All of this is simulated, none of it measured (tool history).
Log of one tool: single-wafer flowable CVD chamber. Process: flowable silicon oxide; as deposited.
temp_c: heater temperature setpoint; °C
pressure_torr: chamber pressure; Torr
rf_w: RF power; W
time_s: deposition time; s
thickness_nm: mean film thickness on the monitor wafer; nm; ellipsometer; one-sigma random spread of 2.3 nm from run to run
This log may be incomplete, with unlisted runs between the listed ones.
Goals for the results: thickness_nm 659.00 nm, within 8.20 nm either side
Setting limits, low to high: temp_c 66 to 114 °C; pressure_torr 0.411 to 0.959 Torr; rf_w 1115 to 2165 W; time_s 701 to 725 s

Run 1, hour 0.0: temp_c 90 °C, pressure_torr 0.685 Torr, rf_w 1640 W, time_s 701 s. Result: thickness_nm 464.40 nm.
Run 2, hour 5.6: temp_c 90 °C, pressure_torr 0.685 Torr, rf_w 1425 W, time_s 701 s. Result: thickness_nm 449.92 nm.
Run 3, hour 9.2: temp_c 90 °C, pressure_torr 0.685 Torr, rf_w 1340 W, time_s 701 s. Result: thickness_nm 441.91 nm.
Run 4, hour 13.4: temp_c 87 °C, pressure_torr 0.685 Torr, rf_w 1340 W, time_s 701 s. Result: thickness_nm 478.82 nm.
Run 5, hour 14.9: temp_c 87 °C, pressure_torr 0.685 Torr, rf_w 1340 W, time_s 725 s. Result: thickness_nm 497.55 nm.
Run 6, hour 20.9: temp_c 87 °C, pressure_torr 0.685 Torr, rf_w 1340 W, time_s 725 s. Result: thickness_nm 497.31 nm.
Run 7, hour 24.6: temp_c 85 °C, pressure_torr 0.685 Torr, rf_w 1340 W, time_s 725 s. Result: thickness_nm 526.35 nm.
Run 8, hour 31.2: temp_c 76 °C, pressure_torr 0.685 Torr, rf_w 1340 W, time_s 725 s. Result: thickness_nm 673.05 nm.

Pick the move, out of 5, that brings all results within their allowed miss; only one does.
Run A, hour 37.8: temp_c 71 °C, pressure_torr 0.631 Torr, rf_w 1525 W, time_s 701 s. Result: thickness_nm ?.
Run B, hour 37.8: temp_c 75 °C, pressure_torr 0.642 Torr, rf_w 1410 W, time_s 725 s. Result: thickness_nm ?.
Run C, hour 37.8: temp_c 76 °C, pressure_torr 0.702 Torr, rf_w 1315 W, time_s 725 s. Result: thickness_nm ?.
Run D, hour 37.8: temp_c 73 °C, pressure_torr 0.679 Torr, rf_w 1350 W, time_s 711 s. Result: thickness_nm ?.
Run E, hour 37.8: temp_c 74 °C, pressure_torr 0.676 Torr, rf_w 1425 W, time_s 708 s. Result: thickness_nm ?.

move  thickness_nm
   A        691.93
   B        653.21
   C        682.28
   D        699.45
   E        688.55
A: its largest miss is bigger than the last run's
B: all results land within tolerance of their targets
C: its largest miss is bigger than the last run's
D: its largest miss is bigger than the last run's
E: its largest miss is bigger than the last run's
B is the move that brings every result within its allowed miss.
